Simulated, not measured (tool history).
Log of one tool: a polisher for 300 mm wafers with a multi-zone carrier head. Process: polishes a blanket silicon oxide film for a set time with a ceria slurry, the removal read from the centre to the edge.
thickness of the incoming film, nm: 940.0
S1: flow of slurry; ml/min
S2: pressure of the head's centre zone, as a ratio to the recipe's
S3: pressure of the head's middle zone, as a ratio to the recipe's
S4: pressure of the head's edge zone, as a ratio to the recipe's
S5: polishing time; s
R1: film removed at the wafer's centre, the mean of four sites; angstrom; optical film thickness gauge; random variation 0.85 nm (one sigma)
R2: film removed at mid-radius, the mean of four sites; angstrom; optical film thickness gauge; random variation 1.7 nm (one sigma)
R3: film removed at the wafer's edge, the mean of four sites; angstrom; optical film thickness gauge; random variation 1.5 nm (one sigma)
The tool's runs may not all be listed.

run	hour	S1	S2	S3	S4	S5	R1	R2	R3
1	0.0	295	1.00	1.00	1.00	36	2384.5	2309.9	2435.3
2	3.1	290	0.96	0.99	0.95	31	1961.8	2037.8	2052.4
3	12.1	285	0.94	0.95	0.92	28	1772.5	1752.4	1830.6
4	13.8	285	0.94	1.01	0.92	28	1776.1	1802.3	1824.3
5	16.3	275	0.91	0.99	0.89	26	1570.1	1715.6	1701.5
6	19.3	275	0.91	0.97	0.87	25	1524.6	1605.3	1581.6
7	21.4	260	0.90	0.94	0.86	25	1508.9	1550.6	1605.1
# hour 27.3: slurry nozzle cleaned
8	27.3	265	0.89	0.94	0.85	24	1532.4	1540.5	1601.8

Forecast run 9:
9	30.2	250	0.88	0.95	0.84	23	?	?	?

{"run 9": {"R1": 1441.9, "R2": 1516.0, "R3": 1503.0}}

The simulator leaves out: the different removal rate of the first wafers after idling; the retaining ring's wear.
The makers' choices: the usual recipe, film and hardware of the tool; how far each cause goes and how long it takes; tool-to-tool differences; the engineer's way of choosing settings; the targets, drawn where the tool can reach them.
